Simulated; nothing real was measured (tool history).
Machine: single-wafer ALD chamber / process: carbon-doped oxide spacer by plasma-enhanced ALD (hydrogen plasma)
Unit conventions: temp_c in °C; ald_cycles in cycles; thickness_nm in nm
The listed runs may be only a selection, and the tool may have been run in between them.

{"run": 1, "hour": 0.0, "temp_c": 385, "ald_cycles": 222, "thickness_nm": 11.809}
{"run": 2, "hour": 4.2, "temp_c": 376, "ald_cycles": 222, "thickness_nm": 11.908}
{"run": 3, "hour": 7.6, "temp_c": 382, "ald_cycles": 222, "thickness_nm": 11.87}
{"run": 4, "hour": 8.2, "temp_c": 382, "ald_cycles": 229, "thickness_nm": 12.158}
{"run": 5, "hour": 8.8, "temp_c": 382, "ald_cycles": 236, "thickness_nm": 12.659}
{"run": 6, "hour": 11.6, "temp_c": 375, "ald_cycles": 236, "thickness_nm": 12.553}
{"run": 7, "hour": 17.8, "temp_c": 375, "ald_cycles": 241, "thickness_nm": 12.86}
{"run": 8, "hour": 24.3, "temp_c": 375, "ald_cycles": 245, "thickness_nm": 13.061}

Run 9 comes next. What will it give?
{"run": 9, "hour": 27.6, "temp_c": 375, "ald_cycles": 249, "thickness_nm": "?"}

thickness_nm: 13.341 nm
